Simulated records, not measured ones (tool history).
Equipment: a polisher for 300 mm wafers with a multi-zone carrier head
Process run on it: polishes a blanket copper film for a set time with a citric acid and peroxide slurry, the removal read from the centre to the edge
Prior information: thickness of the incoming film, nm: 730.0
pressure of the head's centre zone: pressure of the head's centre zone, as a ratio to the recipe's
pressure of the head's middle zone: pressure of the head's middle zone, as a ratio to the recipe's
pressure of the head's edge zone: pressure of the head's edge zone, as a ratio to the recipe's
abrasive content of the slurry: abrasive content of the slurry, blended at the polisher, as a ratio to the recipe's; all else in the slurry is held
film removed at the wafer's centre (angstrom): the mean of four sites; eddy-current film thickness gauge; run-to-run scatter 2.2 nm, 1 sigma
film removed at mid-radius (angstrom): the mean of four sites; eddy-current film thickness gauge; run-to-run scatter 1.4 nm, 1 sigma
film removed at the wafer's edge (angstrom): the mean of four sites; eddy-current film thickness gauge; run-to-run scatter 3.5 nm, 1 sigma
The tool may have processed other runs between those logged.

run,hour,flow of slurry (ml/min),pressure of the head's centre zone,pressure of the head's middle zone,pressure of the head's edge zone,abrasive content of the slurry,polishing time (s),film removed at the wafer's centre (angstrom),film removed at mid-radius (angstrom),film removed at the wafer's edge (angstrom)
1,0.0,320,1.00,1.00,1.00,1.00,66,1799.7,1778.7,1831.1
2,3.1,330,1.05,1.01,1.04,1.15,67,1992.0,1889.2,1985.2
3,8.2,345,1.09,1.02,1.05,1.25,68,2184.8,1988.5,2014.2
4,12.2,345,1.09,1.02,1.05,1.15,68,2155.3,1946.4,2019.1
5,17.6,345,1.09,1.02,1.05,1.15,79,2449.8,2249.1,2258.2
6,18.4,345,1.09,1.10,1.05,1.15,79,2478.2,2401.2,2337.7

Expected results for the next run?
7,24.1,345,1.09,1.10,1.05,1.15,79,?,?,?

{"run 7": {"film removed at the wafer's centre (angstrom)": 2449.6, "film removed at mid-radius (angstrom)": 2442.9, "film removed at the wafer's edge (angstrom)": 2318.6}}

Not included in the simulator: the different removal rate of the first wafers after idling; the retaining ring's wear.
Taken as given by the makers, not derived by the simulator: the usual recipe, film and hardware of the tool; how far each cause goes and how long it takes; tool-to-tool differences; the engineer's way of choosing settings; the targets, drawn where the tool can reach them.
